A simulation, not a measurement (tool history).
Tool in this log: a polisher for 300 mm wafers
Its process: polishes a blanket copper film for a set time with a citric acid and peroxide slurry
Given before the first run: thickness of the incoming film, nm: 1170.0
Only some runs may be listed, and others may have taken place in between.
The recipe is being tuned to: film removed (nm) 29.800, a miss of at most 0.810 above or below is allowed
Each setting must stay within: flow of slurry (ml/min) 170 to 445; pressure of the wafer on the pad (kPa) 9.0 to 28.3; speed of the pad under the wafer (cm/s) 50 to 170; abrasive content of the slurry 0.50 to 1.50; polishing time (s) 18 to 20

| run | hour | flow of slurry (ml/min) | pressure of the wafer on the pad (kPa) | speed of the pad under the wafer (cm/s) | abrasive content of the slurry | polishing time (s) | film removed (nm) |
|---|---|---|---|---|---|---|---|
| 1 | 0.0 | 285 | 18.6 | 110 | 1.00 | 20 | 35.918 |
| 2 | 1.8 | 285 | 17.9 | 110 | 1.00 | 20 | 34.452 |
| 3 | 5.0 | 285 | 17.9 | 110 | 1.00 | 18 | 30.703 |
| 4 | 9.8 | 285 | 17.9 | 132 | 1.00 | 18 | 36.116 |
| 5 | 12.3 | 285 | 17.2 | 132 | 1.00 | 18 | 34.621 |
| 6 | 15.8 | 285 | 17.2 | 148 | 1.00 | 18 | 38.140 |
| 7 | 22.4 | 285 | 15.9 | 148 | 1.00 | 18 | 35.616 |
| 8 | 28.3 | 285 | 15.2 | 148 | 1.00 | 18 | 33.917 |
| 9 | 32.8 | 285 | 14.5 | 148 | 1.00 | 18 | 33.005 |
| 10 | 35.0 | 285 | 13.8 | 148 | 1.00 | 18 | 31.278 |

Exercise: of the 4 proposed moves below, exactly one satisfies all targets within the stated allowed misses. Which move is it?
| A | 37.2 | 300 | 15.2 | 142 | 1.00 | 18 | ? |
| B | 37.2 | 245 | 13.8 | 150 | 1.25 | 18 | ? |
| C | 37.2 | 275 | 14.5 | 144 | 1.10 | 18 | ? |
| D | 37.2 | 330 | 12.4 | 152 | 1.00 | 18 | ? |

| move | film removed (nm) |
|---|---|
| A | 33.344 |
| B | 32.609 |
| C | 32.610 |
| D | 29.810 |
A: lands further from the targets than the last run did
B: lands further from the targets than the last run did
C: lands further from the targets than the last run did
D: every result lands within tolerance
So the answer is move D, the one that meets all the targets.
